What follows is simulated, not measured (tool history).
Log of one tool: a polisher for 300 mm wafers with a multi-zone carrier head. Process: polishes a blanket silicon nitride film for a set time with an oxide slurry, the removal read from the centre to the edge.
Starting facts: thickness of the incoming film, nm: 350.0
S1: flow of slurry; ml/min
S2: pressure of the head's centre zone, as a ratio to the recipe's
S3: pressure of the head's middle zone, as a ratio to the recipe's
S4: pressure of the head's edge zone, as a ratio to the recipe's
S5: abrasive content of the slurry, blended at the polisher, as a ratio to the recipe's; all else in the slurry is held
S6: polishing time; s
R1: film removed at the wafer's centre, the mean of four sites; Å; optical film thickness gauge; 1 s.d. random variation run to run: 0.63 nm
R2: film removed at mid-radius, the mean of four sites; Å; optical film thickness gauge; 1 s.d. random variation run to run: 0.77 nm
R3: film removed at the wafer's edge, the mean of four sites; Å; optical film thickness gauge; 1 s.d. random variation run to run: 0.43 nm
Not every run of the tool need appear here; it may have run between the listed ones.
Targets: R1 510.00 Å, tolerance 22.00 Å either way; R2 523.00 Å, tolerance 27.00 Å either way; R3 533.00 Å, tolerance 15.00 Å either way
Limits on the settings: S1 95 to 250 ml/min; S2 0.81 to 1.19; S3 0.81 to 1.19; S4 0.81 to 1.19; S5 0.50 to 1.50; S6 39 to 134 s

{"run": 1, "hour": 0.0, "S1": 160, "S2": 1.0, "S3": 1.0, "S4": 1.0, "S5": 1.0, "S6": 86, "R1": 655.85, "R2": 669.5, "R3": 673.26}
{"run": 2, "hour": 3.5, "S1": 155, "S2": 0.99, "S3": 0.98, "S4": 0.97, "S5": 0.95, "S6": 86, "R1": 630.19, "R2": 645.98, "R3": 647.3}
{"run": 3, "hour": 8.0, "S1": 155, "S2": 0.99, "S3": 0.98, "S4": 0.97, "S5": 0.95, "S6": 105, "R1": 768.28, "R2": 793.65, "R3": 803.91}
{"run": 4, "hour": 11.6, "S1": 150, "S2": 0.98, "S3": 0.96, "S4": 0.95, "S5": 0.85, "S6": 102, "R1": 692.41, "R2": 710.25, "R3": 721.91}
{"run": 5, "hour": 19.4, "S1": 150, "S2": 0.98, "S3": 0.96, "S4": 0.95, "S5": 0.85, "S6": 83, "R1": 562.1, "R2": 573.35, "R3": 586.57}
{"run": 6, "hour": 26.7, "S1": 145, "S2": 0.98, "S3": 0.95, "S4": 0.93, "S5": 0.85, "S6": 83, "R1": 570.14, "R2": 560.0, "R3": 584.97}
{"run": 7, "hour": 34.1, "S1": 140, "S2": 0.97, "S3": 0.95, "S4": 0.91, "S5": 0.8, "S6": 83, "R1": 538.59, "R2": 565.5, "R3": 562.44}
{"run": 8, "hour": 35.7, "S1": 135, "S2": 0.97, "S3": 0.94, "S4": 0.9, "S5": 0.8, "S6": 83, "R1": 537.7, "R2": 536.67, "R3": 555.5}
{"run": 9, "hour": 38.7, "S1": 130, "S2": 0.97, "S3": 0.94, "S4": 0.89, "S5": 0.8, "S6": 83, "R1": 537.75, "R2": 540.96, "R3": 552.05}

Exactly one of the 4 candidate moves below puts every result within its allowed miss. Which one?
{"run": "A", "hour": 41.7, "S1": 155, "S2": 0.96, "S3": 0.96, "S4": 0.93, "S5": 0.8, "S6": 77, "R1": "?", "R2": "?", "R3": "?"}
{"run": "B", "hour": 41.7, "S1": 150, "S2": 0.97, "S3": 0.91, "S4": 0.88, "S5": 0.75, "S6": 92, "R1": "?", "R2": "?", "R3": "?"}
{"run": "C", "hour": 41.7, "S1": 135, "S2": 0.98, "S3": 1.0, "S4": 0.83, "S5": 0.75, "S6": 85, "R1": "?", "R2": "?", "R3": "?"}
{"run": "D", "hour": 41.7, "S1": 160, "S2": 0.96, "S3": 0.99, "S4": 1.08, "S5": 0.8, "S6": 77, "R1": "?", "R2": "?", "R3": "?"}

move=A R1=508.79 R2=534.69 R3=525.90
move=B R1=593.55 R2=590.90 R3=594.30
move=C R1=544.49 R2=581.48 R3=528.74
move=D R1=511.52 R2=551.10 R3=565.37
A: hits every target within its allowed miss
B: the biggest miss grows against the last run
C: meets the target for the result that was furthest off, but another lies outside its allowed miss
D: the biggest miss grows against the last run
So the answer is move A, the one that meets all the targets.
